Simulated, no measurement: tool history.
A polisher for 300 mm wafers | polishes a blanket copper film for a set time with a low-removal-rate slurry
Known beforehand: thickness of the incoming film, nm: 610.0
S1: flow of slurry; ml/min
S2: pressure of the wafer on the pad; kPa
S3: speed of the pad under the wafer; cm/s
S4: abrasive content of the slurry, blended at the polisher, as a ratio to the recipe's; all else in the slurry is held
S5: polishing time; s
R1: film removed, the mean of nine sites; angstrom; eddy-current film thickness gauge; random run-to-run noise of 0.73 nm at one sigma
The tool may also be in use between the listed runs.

run 1 hour=0.0 | S1=210 S2=15.9 S3=120 S4=1.0 S5=47 | R1=1123.20
run 2 hour=3.3 | S1=210 S2=14.5 S3=116 S4=1.0 S5=47 | R1=995.44
run 3 hour=7.0 | S1=210 S2=14.5 S3=116 S4=1.2 S5=47 | R1=1032.70
run 4 hour=9.1 | S1=160 S2=14.5 S3=116 S4=1.2 S5=47 | R1=1016.20
run 5 hour=16.5 | S1=160 S2=13.8 S3=112 S4=1.2 S5=47 | R1=948.70
run 6 hour=22.3 | S1=160 S2=15.9 S3=112 S4=1.2 S5=47 | R1=1058.30
run 7 hour=27.8 | S1=160 S2=14.5 S3=108 S4=1.2 S5=47 | R1=947.92
run 8 hour=30.6 | S1=160 S2=13.8 S3=106 S4=1.2 S5=47 | R1=886.60
run 9 hour=34.4 | S1=160 S2=13.1 S3=104 S4=1.2 S5=47 | R1=846.23
run 10 hour=42.9 | S1=160 S2=12.4 S3=102 S4=1.2 S5=47 | R1=788.50
run 11 hour=43.9 | S1=160 S2=11.7 S3=100 S4=1.2 S5=47 | R1=730.43
run 12 hour=49.3 | S1=160 S2=11.0 S3=100 S4=1.2 S5=47 | R1=702.92

Run 13 comes next. What will it give?
run 13 hour=57.6 | S1=160 S2=10.3 S3=100 S4=1.2 S5=47 | R1=?

{"run 13": {"R1": 658.31}}

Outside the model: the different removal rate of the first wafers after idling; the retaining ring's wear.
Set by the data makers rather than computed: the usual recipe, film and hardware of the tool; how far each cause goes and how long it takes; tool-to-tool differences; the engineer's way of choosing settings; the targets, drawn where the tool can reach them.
